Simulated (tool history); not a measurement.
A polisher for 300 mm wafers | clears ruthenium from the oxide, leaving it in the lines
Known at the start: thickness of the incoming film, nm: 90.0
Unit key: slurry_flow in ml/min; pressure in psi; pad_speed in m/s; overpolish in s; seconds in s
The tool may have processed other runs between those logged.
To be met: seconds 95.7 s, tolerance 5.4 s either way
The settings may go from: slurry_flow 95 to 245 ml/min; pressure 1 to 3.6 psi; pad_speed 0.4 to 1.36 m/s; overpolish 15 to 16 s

Run 1, hour 0: slurry_flow 155 ml/min, pressure 2.3 psi, pad_speed 0.88 m/s, overpolish 15 s. Result: seconds 66.08 s.
Run 2, hour 5.7: slurry_flow 155 ml/min, pressure 2.1 psi, pad_speed 0.88 m/s, overpolish 15 s. Result: seconds 70.666 s.
Run 3, hour 7.6: slurry_flow 155 ml/min, pressure 2 psi, pad_speed 0.88 m/s, overpolish 15 s. Result: seconds 73.225 s.
Run 4, hour 15.9: slurry_flow 155 ml/min, pressure 1.9 psi, pad_speed 0.88 m/s, overpolish 15 s. Result: seconds 76.706 s.
Run 5, hour 24.6: slurry_flow 155 ml/min, pressure 1.9 psi, pad_speed 0.88 m/s, overpolish 16 s. Result: seconds 75.888 s.
Run 6, hour 25.3: slurry_flow 155 ml/min, pressure 2.2 psi, pad_speed 0.88 m/s, overpolish 16 s. Result: seconds 69.451 s.
Run 7, hour 26.7: slurry_flow 155 ml/min, pressure 2 psi, pad_speed 0.88 m/s, overpolish 16 s. Result: seconds 75.484 s.
Run 8, hour 29: slurry_flow 155 ml/min, pressure 1.9 psi, pad_speed 0.88 m/s, overpolish 16 s. Result: seconds 76.948 s.
Run 9, hour 31.9: slurry_flow 155 ml/min, pressure 1.8 psi, pad_speed 0.88 m/s, overpolish 16 s. Result: seconds 80.752 s.
Run 10, hour 39.7: slurry_flow 155 ml/min, pressure 1.8 psi, pad_speed 0.88 m/s, overpolish 16 s. Result: seconds 81.645 s.
Run 11, hour 45: slurry_flow 155 ml/min, pressure 1.7 psi, pad_speed 0.88 m/s, overpolish 16 s. Result: seconds 83.785 s.
Run 12, hour 49.3: slurry_flow 155 ml/min, pressure 1.6 psi, pad_speed 0.88 m/s, overpolish 16 s. Result: seconds 83.987 s.

Which single option among these 4 for the next run brings every result within its allowed miss of target? Just one does.
Run A, hour 53.6: slurry_flow 160 ml/min, pressure 1.5 psi, pad_speed 0.74 m/s, overpolish 16 s. Result: seconds ?.
Run B, hour 53.6: slurry_flow 145 ml/min, pressure 1.4 psi, pad_speed 0.8 m/s, overpolish 16 s. Result: seconds ?.
Run C, hour 53.6: slurry_flow 160 ml/min, pressure 1.3 psi, pad_speed 0.76 m/s, overpolish 15 s. Result: seconds ?.
Run D, hour 53.6: slurry_flow 155 ml/min, pressure 1.4 psi, pad_speed 0.86 m/s, overpolish 16 s. Result: seconds ?.

move  seconds
   A   107.06
   B   105.77
   C   114.68
   D   97.466
A: moves the result that the last run missed by most past its target, out the other side
B: moves the result that the last run missed by most past its target, out the other side
C: moves the result that the last run missed by most past its target, out the other side
D: hits every target within its allowed miss
The move that meets every target is D.

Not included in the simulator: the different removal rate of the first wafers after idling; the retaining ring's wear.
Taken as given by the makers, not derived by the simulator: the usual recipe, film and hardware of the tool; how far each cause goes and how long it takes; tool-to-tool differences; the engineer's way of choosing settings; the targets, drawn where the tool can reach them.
